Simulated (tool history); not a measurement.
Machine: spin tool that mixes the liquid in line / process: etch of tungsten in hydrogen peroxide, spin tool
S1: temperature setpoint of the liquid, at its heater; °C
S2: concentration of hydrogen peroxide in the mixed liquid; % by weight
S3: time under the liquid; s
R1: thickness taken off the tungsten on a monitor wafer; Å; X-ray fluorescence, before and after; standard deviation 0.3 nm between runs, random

run  hour    S1    S2  S3      R1
  1     0    45  17.5  15  287.66
  2   8.2    45  17.5  15  286.41
  3  14.5  46.5  17.5  15  319.29
  4  18.5  46.5  17.5  15  320.01
  5  22.8  51.5  17.5  15  431.09
  6  27.8    52  17.5  15  444.11

Predict the results of run 7:
  7  29.9  52.5  17.5  15   ?

R1: 458.5 Å
